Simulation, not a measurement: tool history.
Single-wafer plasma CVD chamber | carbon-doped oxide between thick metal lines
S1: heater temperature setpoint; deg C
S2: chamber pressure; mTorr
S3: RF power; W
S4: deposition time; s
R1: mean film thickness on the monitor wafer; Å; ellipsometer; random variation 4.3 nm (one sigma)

Run 1, hour 0: S1 330 deg C, S2 5050 mTorr, S3 670 W, S4 208 s. Result: R1 12005 Å.
Run 2, hour 7.2: S1 332 deg C, S2 4970 mTorr, S3 670 W, S4 208 s. Result: R1 11855 Å.
Run 3, hour 16: S1 332 deg C, S2 5450 mTorr, S3 670 W, S4 208 s. Result: R1 12081 Å.
Run 4, hour 17.7: S1 334 deg C, S2 5380 mTorr, S3 670 W, S4 208 s. Result: R1 11979 Å.
Run 5, hour 19.1: S1 335 deg C, S2 5310 mTorr, S3 670 W, S4 208 s. Result: R1 11841 Å.
Run 6, hour 27: S1 335 deg C, S2 5310 mTorr, S3 725 W, S4 208 s. Result: R1 12330 Å.
Run 7, hour 31.9: S1 337 deg C, S2 5220 mTorr, S3 720 W, S4 208 s. Result: R1 12327 Å.
Run 8, hour 40.2: S1 338 deg C, S2 5070 mTorr, S3 715 W, S4 208 s. Result: R1 12066 Å.
Run 9, hour 45.8: S1 339 deg C, S2 4990 mTorr, S3 715 W, S4 208 s. Result: R1 12051 Å.
Run 10, hour 47.4: S1 340 deg C, S2 4890 mTorr, S3 710 W, S4 208 s. Result: R1 11842 Å.
Run 11, hour 54.4: S1 341 deg C, S2 4850 mTorr, S3 710 W, S4 208 s. Result: R1 11899 Å.
Run 12, hour 56.1: S1 348 deg C, S2 3920 mTorr, S3 675 W, S4 208 s. Result: R1 10956 Å.
Run 13, hour 58.8: S1 347 deg C, S2 3940 mTorr, S3 675 W, S4 208 s. Result: R1 11046 Å.

Run 14 comes next. What will it give?
Run 14, hour 62.3: S1 347 deg C, S2 3950 mTorr, S3 675 W, S4 208 s. Result: R1 ?.

{"run 14": {"R1": 11025}}

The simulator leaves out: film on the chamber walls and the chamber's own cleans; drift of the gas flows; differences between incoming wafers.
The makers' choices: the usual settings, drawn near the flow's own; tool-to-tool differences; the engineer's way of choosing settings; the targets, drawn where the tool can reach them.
